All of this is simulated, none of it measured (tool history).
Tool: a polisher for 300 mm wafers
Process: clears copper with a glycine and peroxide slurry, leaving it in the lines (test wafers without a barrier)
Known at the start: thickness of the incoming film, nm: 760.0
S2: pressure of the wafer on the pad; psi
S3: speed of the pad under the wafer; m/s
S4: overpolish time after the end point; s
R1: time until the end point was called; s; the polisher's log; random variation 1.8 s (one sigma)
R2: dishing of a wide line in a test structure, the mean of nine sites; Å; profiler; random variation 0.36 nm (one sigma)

Run 1, hour 0.0: flow of slurry (ml/min) 235, S2 2.8 psi, S3 0.82 m/s, S4 29 s. Result: R1 171.46 s, R2 793.51 Å.
Run 2, hour 3.8: flow of slurry (ml/min) 235, S2 2.8 psi, S3 0.82 m/s, S4 33 s. Result: R1 174.48 s, R2 877.79 Å.
Run 3, hour 11.7: flow of slurry (ml/min) 215, S2 2.5 psi, S3 0.88 m/s, S4 29 s. Result: R1 185.28 s, R2 763.23 Å.
Run 4, hour 14.7: flow of slurry (ml/min) 245, S2 2.6 psi, S3 0.78 m/s, S4 25 s. Result: R1 187.76 s, R2 650.41 Å.
Run 5, hour 16.2: flow of slurry (ml/min) 270, S2 2.6 psi, S3 0.78 m/s, S4 25 s. Result: R1 187.37 s, R2 659.30 Å.
Run 6, hour 22.1: flow of slurry (ml/min) 255, S2 2.8 psi, S3 0.70 m/s, S4 22 s. Result: R1 192.07 s, R2 558.97 Å.

Run 7 comes next. What will it give?
Run 7, hour 26.3: flow of slurry (ml/min) 235, S2 3.1 psi, S3 0.64 m/s, S4 20 s. Result: R1 ?, R2 ?.

R1: 197.05 s
R2: 528.33 Å
